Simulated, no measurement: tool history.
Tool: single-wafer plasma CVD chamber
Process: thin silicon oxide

run,hour,heater temperature setpoint (K),chamber pressure (mTorr),RF power (W),deposition time (s),mean film thickness on the monitor wafer (angstrom)
1,0.0,693.15,1020,220,11.8,224.31
2,5.3,693.15,950,220,11.8,206.63
3,6.0,699.15,950,220,11.8,205.63
4,6.8,700.15,910,220,11.8,194.45
5,10.9,710.15,910,220,11.8,193.25
6,17.5,706.15,910,220,11.8,194.04
7,25.2,707.15,880,220,11.8,185.84
8,33.7,708.15,860,220,11.8,179.57
9,34.4,713.15,730,220,11.8,134.20

Run 10 comes next. What will it give?
10,39.5,712.15,750,220,11.8,?

mean film thickness on the monitor wafer (angstrom): 141.02
